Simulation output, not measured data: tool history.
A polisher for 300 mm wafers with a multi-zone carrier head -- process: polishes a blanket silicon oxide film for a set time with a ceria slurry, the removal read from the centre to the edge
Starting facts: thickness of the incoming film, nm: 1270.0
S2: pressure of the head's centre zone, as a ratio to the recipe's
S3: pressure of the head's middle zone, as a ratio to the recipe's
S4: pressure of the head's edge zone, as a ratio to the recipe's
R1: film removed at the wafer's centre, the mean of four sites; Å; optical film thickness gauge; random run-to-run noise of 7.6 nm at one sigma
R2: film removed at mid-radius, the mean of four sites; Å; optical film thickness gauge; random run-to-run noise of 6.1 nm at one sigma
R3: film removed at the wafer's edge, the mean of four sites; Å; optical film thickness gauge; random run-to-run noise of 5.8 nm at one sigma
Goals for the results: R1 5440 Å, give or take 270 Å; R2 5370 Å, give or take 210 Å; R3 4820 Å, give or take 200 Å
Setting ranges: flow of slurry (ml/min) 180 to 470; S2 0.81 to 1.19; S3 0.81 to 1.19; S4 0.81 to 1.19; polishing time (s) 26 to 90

run 1 day=0 | flow_of_slurry_(ml/min)=300 S2=1 S3=1 S4=1 polishing_time_(s)=58 | R1=3674.7 R2=3569.1 R3=3442.2
run 2 day=0.175 | flow_of_slurry_(ml/min)=305 S2=1.03 S3=1.04 S4=1.02 polishing_time_(s)=63 | R1=4098.3 R2=3971.6 R3=3798.5
run 3 day=0.492 | flow_of_slurry_(ml/min)=305 S2=1.03 S3=0.97 S4=1.02 polishing_time_(s)=63 | R1=4050.7 R2=3752.7 R3=3781.4
run 4 day=0.521 | flow_of_slurry_(ml/min)=310 S2=1.05 S3=1.02 S4=1.02 polishing_time_(s)=67 | R1=4415.9 R2=4177.7 R3=4079.8
run 5 day=0.742 | flow_of_slurry_(ml/min)=310 S2=1.05 S3=1.02 S4=0.95 polishing_time_(s)=67 | R1=4457.5 R2=4189.6 R3=3985.1
run 6 day=0.988 | flow_of_slurry_(ml/min)=315 S2=1.06 S3=1.05 S4=0.96 polishing_time_(s)=70 | R1=4685.9 R2=4429.6 R3=4076.4
run 7 day=1.104 | flow_of_slurry_(ml/min)=315 S2=1.06 S3=1.07 S4=0.98 polishing_time_(s)=73 | R1=4790.3 R2=4755.9 R3=4442.6
run 8 day=1.162 | flow_of_slurry_(ml/min)=320 S2=1.08 S3=1.09 S4=0.98 polishing_time_(s)=74 | R1=4997.3 R2=4925 R3=4399.2
run 9 day=1.238 | flow_of_slurry_(ml/min)=320 S2=1.09 S3=1.09 S4=0.99 polishing_time_(s)=76 | R1=5360.6 R2=5059.8 R3=4555.2

Which single option among these 5 for the next run brings every result within its allowed miss of target? Just one does.
run A day=1.312 | flow_of_slurry_(ml/min)=330 S2=1.08 S3=1.09 S4=0.96 polishing_time_(s)=73 | R1=? R2=? R3=?
run B day=1.312 | flow_of_slurry_(ml/min)=305 S2=1.04 S3=1.1 S4=1.13 polishing_time_(s)=75 | R1=? R2=? R3=?
run C day=1.312 | flow_of_slurry_(ml/min)=315 S2=1.1 S3=1.02 S4=1.01 polishing_time_(s)=77 | R1=? R2=? R3=?
run D day=1.312 | flow_of_slurry_(ml/min)=365 S2=1.07 S3=1.08 S4=0.94 polishing_time_(s)=80 | R1=? R2=? R3=?
run E day=1.312 | flow_of_slurry_(ml/min)=345 S2=1.16 S3=1.19 S4=1.03 polishing_time_(s)=67 | R1=? R2=? R3=?

move=A R1=4958.9 R2=4880.1 R3=4407.8
move=B R1=4876.5 R2=5026.3 R3=4887
move=C R1=5307.3 R2=4848.9 R3=4757.1
move=D R1=5422.2 R2=5341.1 R3=4807.3
move=E R1=4910.1 R2=4842 R3=4188.7
A: the biggest miss grows against the last run
B: the biggest miss grows against the last run
C: the biggest miss grows against the last run
D: each result inside its tolerance
E: the biggest miss grows against the last run
So the answer is move D, the one that meets all the targets.
